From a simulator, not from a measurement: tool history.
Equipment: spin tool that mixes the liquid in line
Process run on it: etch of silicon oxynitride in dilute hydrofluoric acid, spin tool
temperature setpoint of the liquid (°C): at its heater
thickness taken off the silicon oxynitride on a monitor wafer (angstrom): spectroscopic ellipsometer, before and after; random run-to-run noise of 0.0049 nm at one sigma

| run | hour | temperature setpoint of the liquid (°C) | parts of water to one part of 49 % hydrofluoric acid (parts by volume) | time under the liquid (s) | thickness taken off the silicon oxynitride on a monitor wafer (angstrom) |
|---|---|---|---|---|---|
| 1 | 0 | 24 | 240 | 55 | 2.5379 |
| 2 | 7.4 | 24 | 170 | 55 | 3.9116 |
| 3 | 9 | 21.5 | 170 | 55 | 3.4204 |
| 4 | 12.3 | 24.5 | 170 | 55 | 4.1008 |
|  | 13.3 | hydrofluoric acid flow meter replaced |
| 5 | 13.3 | 24.5 | 255 | 55 | 2.8148 |
| 6 | 18.9 | 23.5 | 265 | 55 | 2.5068 |
| 7 | 20.7 | 23.5 | 265 | 55 | 2.5708 |
| 8 | 29.1 | 23 | 280 | 55 | 2.4561 |

Run 9 has not been measured yet. What should we expect?
| 9 | 32.5 | 23 | 300 | 50 | ? |

Run 9 gave thickness taken off the silicon oxynitride on a monitor wafer (angstrom) 2.0278.

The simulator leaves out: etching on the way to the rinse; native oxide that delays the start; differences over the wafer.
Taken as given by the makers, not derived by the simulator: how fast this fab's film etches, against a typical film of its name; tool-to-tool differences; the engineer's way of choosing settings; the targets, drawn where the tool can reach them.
